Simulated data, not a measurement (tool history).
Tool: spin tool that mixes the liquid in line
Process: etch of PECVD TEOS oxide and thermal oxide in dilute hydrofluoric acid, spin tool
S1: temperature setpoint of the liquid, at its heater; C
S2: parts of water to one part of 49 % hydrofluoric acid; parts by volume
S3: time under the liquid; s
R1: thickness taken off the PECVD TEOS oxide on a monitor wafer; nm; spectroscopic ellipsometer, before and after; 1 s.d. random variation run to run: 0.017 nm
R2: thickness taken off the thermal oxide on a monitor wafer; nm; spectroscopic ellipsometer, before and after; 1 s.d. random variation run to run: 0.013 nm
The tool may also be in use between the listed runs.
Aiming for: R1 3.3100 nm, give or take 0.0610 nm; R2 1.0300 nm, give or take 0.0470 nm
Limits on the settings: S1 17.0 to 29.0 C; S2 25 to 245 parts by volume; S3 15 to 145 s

run,hour,S1,S2,S3,R1,R2
1,0.0,21.0,135,75,6.5676,2.0205
2,9.0,21.0,95,75,9.7358,3.0480
3,14.7,21.0,75,75,12.7130,3.9730
4,18.1,21.0,75,65,11.0300,3.4047
5,20.6,18.0,75,65,9.7142,2.9824
6,26.7,18.0,75,85,12.6090,3.9933
7,33.5,17.5,110,85,8.1454,2.4944
8,34.9,17.5,135,85,6.5070,2.0060
9,43.0,17.0,190,85,4.2754,1.3162
10,44.2,17.0,200,85,4.0392,1.2506
11,49.7,17.0,205,85,3.9290,1.2292
12,57.8,17.0,210,85,3.8365,1.1923
13,62.7,17.0,215,85,3.7201,1.1722
14,64.3,17.0,220,85,3.5921,1.1319
15,65.6,17.0,225,85,3.5277,1.0960
16,72.2,17.0,230,85,3.3928,1.0652

Which of these 4 next moves meets every target?
A,78.8,17.0,215,80,?,?
B,78.8,19.5,235,80,?,?
C,78.8,17.0,200,70,?,?
D,78.8,17.5,230,85,?,?

move,R1,R2
A,3.4847,1.1026
B,3.4490,1.0913
C,3.3227,1.0514
D,3.4823,1.1019
A: lands further from the targets than the last run did
B: lands further from the targets than the last run did
C: in spec on every target
D: lands further from the targets than the last run did
Correct choice: C, which meets every target
